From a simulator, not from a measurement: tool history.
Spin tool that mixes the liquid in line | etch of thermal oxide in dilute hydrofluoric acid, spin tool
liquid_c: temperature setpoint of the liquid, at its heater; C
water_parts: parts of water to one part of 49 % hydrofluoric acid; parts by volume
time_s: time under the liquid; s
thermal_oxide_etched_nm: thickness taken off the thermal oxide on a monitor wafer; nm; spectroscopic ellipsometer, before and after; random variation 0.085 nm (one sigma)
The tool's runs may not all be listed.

| run | hour | liquid_c | water_parts | time_s | thermal_oxide_etched_nm |
|---|---|---|---|---|---|
| 1 | 0.0 | 21.0 | 105 | 305 | 10.7770 |
| 2 | 6.3 | 23.0 | 105 | 305 | 11.5420 |
| 3 | 13.4 | 23.0 | 105 | 305 | 11.5330 |
| 4 | 16.9 | 22.5 | 105 | 305 | 11.2190 |
| 5 | 22.7 | 22.0 | 105 | 305 | 11.1680 |
| 6 | 24.9 | 21.5 | 105 | 305 | 10.8520 |
| 7 | 31.8 | 21.0 | 105 | 305 | 10.5920 |
| 8 | 40.2 | 21.0 | 105 | 305 | 10.7080 |
| 9 | 45.1 | 20.5 | 105 | 305 | 10.4170 |

Forecast run 10:
| 10 | 46.8 | 19.0 | 105 | 305 | ? |

{"run 10": {"thermal_oxide_etched_nm": 9.8157}}
